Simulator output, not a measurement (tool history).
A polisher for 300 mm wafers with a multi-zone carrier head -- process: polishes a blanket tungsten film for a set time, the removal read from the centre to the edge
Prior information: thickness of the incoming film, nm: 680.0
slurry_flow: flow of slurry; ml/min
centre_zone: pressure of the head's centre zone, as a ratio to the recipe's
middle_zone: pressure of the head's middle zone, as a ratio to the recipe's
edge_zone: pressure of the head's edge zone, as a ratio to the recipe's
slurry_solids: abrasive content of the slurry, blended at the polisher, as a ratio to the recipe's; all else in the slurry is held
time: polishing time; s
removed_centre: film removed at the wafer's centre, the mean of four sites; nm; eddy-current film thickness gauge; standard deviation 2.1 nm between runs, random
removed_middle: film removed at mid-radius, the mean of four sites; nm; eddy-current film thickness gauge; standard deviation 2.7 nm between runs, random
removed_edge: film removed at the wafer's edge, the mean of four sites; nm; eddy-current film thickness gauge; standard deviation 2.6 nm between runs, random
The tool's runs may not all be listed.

| run | hour | slurry_flow | centre_zone | middle_zone | edge_zone | slurry_solids | time | removed_centre | removed_middle | removed_edge |
|---|---|---|---|---|---|---|---|---|---|---|
| 1 | 0 | 315 | 1 | 1 | 1 | 1 | 40 | 222.19 | 220.98 | 221.78 |
| 2 | 8.5 | 315 | 1 | 0.93 | 1 | 1 | 40 | 220.59 | 212.4 | 227.31 |
| 3 | 10.5 | 315 | 1 | 0.93 | 1.05 | 1 | 40 | 220.82 | 208.95 | 232.66 |
| 4 | 12.2 | 315 | 1 | 0.93 | 1.05 | 1 | 33 | 181.71 | 171 | 189.13 |
| 5 | 14.8 | 315 | 1.04 | 0.93 | 1.05 | 1 | 33 | 188.1 | 168.32 | 191.8 |
| 6 | 16.7 | 320 | 1.03 | 0.95 | 1.05 | 1.05 | 34 | 196.31 | 182.66 | 200.15 |

Forecast run 7:
| 7 | 17.9 | 325 | 1.03 | 0.97 | 1.06 | 1.1 | 35 | ? | ? | ? |

removed_centre: 202.78 nm
removed_middle: 193.4 nm
removed_edge: 207.72 nm
